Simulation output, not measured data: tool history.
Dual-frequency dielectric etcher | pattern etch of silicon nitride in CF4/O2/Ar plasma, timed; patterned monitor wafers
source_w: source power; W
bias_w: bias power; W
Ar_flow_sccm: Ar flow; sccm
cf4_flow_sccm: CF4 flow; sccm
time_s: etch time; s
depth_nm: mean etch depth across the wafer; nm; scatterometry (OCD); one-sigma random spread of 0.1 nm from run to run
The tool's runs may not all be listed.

run,hour,source_w,bias_w,Ar_flow_sccm,cf4_flow_sccm,time_s,depth_nm
1,0.0,640,44,90,136,13,32.486
2,6.4,640,44,90,136,13,32.524
3,14.7,650,44,90,136,13,32.906
4,17.3,660,44,90,136,13,33.301
5,26.2,660,44,90,136,13,33.078
6,33.2,660,44,103,136,13,32.858
7,38.5,670,44,103,136,13,33.123
8,45.6,680,44,103,136,13,33.634
9,53.0,680,44,103,136,13,33.498
10,57.5,690,44,103,136,13,33.947
11,58.9,700,44,103,136,13,34.275
# hour 63.1: Ar flow controller replaced
12,63.1,710,44,103,136,13,34.416
13,71.3,720,44,103,136,13,34.622
14,74.2,730,44,103,136,13,35.036
15,82.6,740,44,103,136,13,35.412

Run 16 comes next. What will it give?
16,88.2,750,44,103,136,13,?

Logged for run 16: depth_nm 35.732 nm.
